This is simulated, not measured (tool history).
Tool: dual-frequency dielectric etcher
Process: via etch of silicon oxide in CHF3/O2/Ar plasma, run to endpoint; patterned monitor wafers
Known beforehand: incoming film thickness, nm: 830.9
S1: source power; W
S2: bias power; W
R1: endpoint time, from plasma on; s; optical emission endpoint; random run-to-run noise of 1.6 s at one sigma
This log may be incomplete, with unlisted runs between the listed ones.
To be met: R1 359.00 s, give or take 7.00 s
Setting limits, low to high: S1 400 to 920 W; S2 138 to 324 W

run  hour   S1   S2      R1
  1   0.0  660  231  393.15
  2   8.7  660  192  416.67
  3  14.3  660  216  401.92
  4  17.1  660  177  424.36
  5  20.4  700  182  415.80
  6  23.5  780  182  397.73
  7  24.2  800  187  390.95
  8  27.9  820  191  380.35
  9  31.2  830  192  384.23
 10  39.8  840  196  378.64
 11  46.5  850  198  372.14
 12  51.4  860  199  373.74
 13  54.8  870  201  369.78
 14  62.4  880  202  366.28

Exercise: of the 5 proposed moves below, exactly one satisfies all targets within the stated allowed misses. Which move is it?
  A  70.0  850  193   ?
  B  70.0  860  178   ?
  C  70.0  890  177   ?
  D  70.0  780  197   ?
  E  70.0  870  223   ?

move      R1
   A  377.06
   B  384.88
   C  380.38
   D  387.45
   E  356.81
A: misses by more than the last run did
B: misses by more than the last run did
C: misses by more than the last run did
D: misses by more than the last run did
E: all results in spec
E is the move that brings every result within its allowed miss.
